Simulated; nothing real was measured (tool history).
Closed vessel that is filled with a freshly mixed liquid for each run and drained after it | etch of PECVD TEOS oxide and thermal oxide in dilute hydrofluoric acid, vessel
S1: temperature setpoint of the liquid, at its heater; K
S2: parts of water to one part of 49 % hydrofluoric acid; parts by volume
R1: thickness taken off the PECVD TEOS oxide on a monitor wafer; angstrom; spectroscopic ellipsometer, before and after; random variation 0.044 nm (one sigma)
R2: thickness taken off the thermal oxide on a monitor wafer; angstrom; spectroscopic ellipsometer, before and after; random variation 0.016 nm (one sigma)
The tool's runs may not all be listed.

{"run": 1, "hour": 0.0, "S1": 297.15, "S2": 195, "time in the liquid (s)": 180, "R1": 211.52, "R2": 39.74}
{"run": 2, "hour": 1.7, "S1": 297.15, "S2": 235, "time in the liquid (s)": 180, "R1": 168.65, "R2": 31.624}
{"run": 3, "hour": 7.3, "S1": 296.15, "S2": 240, "time in the liquid (s)": 180, "R1": 157.29, "R2": 29.635}
{"run": 4, "hour": 11.8, "S1": 295.15, "S2": 245, "time in the liquid (s)": 180, "R1": 149.71, "R2": 27.613}
{"run": 5, "hour": 15.9, "S1": 294.65, "S2": 250, "time in the liquid (s)": 180, "R1": 141.84, "R2": 26.736}
{"run": 6, "hour": 21.6, "S1": 293.15, "S2": 250, "time in the liquid (s)": 180, "R1": 134.86, "R2": 25.271}
{"run": 7, "hour": 27.7, "S1": 292.65, "S2": 250, "time in the liquid (s)": 180, "R1": 131.91, "R2": 24.814}
{"run": 8, "hour": 30.6, "S1": 292.15, "S2": 250, "time in the liquid (s)": 180, "R1": 129.93, "R2": 24.578}

The next listed run, before its measurement:
{"run": 9, "hour": 35.2, "S1": 291.15, "S2": 260, "time in the liquid (s)": 180, "R1": "?", "R2": "?"}

R1: 118.92 angstrom
R2: 22.053 angstrom

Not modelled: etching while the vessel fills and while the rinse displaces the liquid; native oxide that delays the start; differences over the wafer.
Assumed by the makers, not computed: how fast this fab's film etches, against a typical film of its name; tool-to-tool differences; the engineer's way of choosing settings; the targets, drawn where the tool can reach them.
